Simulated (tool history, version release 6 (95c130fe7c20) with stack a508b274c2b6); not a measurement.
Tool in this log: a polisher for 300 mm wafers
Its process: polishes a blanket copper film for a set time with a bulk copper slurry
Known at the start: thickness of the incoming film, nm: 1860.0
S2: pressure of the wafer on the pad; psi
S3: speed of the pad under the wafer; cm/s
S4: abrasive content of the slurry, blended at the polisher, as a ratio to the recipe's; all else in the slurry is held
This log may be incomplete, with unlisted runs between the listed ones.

run 1 hour=0 | flow_of_slurry_(ml/min)=120 S2=2.3 S3=140 S4=1 polishing_time_(s)=26 | film_removed_(nm)=306.82
run 2 hour=5.8 | flow_of_slurry_(ml/min)=110 S2=1.9 S3=140 S4=1 polishing_time_(s)=26 | film_removed_(nm)=252.24
run 3 hour=12.1 | flow_of_slurry_(ml/min)=105 S2=1.6 S3=140 S4=1 polishing_time_(s)=26 | film_removed_(nm)=213.74
run 4 hour=16.1 | flow_of_slurry_(ml/min)=105 S2=1.6 S3=140 S4=1 polishing_time_(s)=23 | film_removed_(nm)=188.47
run 5 hour=19.3 | flow_of_slurry_(ml/min)=105 S2=2 S3=140 S4=1 polishing_time_(s)=23 | film_removed_(nm)=231.12
run 6 hour=23.1 | flow_of_slurry_(ml/min)=95 S2=1.8 S3=140 S4=1 polishing_time_(s)=23 | film_removed_(nm)=202.85
run 7 hour=24.8 | flow_of_slurry_(ml/min)=90 S2=1.7 S3=140 S4=1 polishing_time_(s)=23 | film_removed_(nm)=191.13

For run 8, what comes out?
run 8 hour=32.2 | flow_of_slurry_(ml/min)=85 S2=1.6 S3=140 S4=1 polishing_time_(s)=23 | film_removed_(nm)=?

film removed (nm): 179.39

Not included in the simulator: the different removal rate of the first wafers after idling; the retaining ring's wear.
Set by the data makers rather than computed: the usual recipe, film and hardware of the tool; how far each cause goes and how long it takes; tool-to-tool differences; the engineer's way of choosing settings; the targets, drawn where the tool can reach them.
